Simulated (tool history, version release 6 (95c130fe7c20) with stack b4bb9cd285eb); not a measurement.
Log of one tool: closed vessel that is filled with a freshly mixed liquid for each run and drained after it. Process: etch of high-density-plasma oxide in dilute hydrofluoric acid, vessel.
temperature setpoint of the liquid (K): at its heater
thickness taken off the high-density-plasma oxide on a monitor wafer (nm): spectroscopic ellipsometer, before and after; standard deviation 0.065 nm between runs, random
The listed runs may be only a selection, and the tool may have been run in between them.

| run | day | temperature setpoint of the liquid (K) | parts of water to one part of 49 % hydrofluoric acid (parts by volume) | time in the liquid (s) | thickness taken off the high-density-plasma oxide on a monitor wafer (nm) |
|---|---|---|---|---|---|
| 1 | 0 | 299.15 | 110 | 175 | 8.7293 |
| 2 | 0.042 | 298.15 | 110 | 175 | 8.2154 |
| 3 | 0.412 | 297.65 | 110 | 175 | 8.1441 |
| 4 | 0.517 | 297.15 | 110 | 175 | 8.0479 |
| 5 | 0.883 | 297.15 | 110 | 185 | 8.4849 |
| 6 | 1.246 | 296.65 | 110 | 185 | 8.255 |

Run 7, settings as shown, results not yet in. Your forecast:
| 7 | 1.421 | 296.15 | 110 | 185 | ? |

Run 7 yielded thickness taken off the high-density-plasma oxide on a monitor wafer (nm) 8.1975.
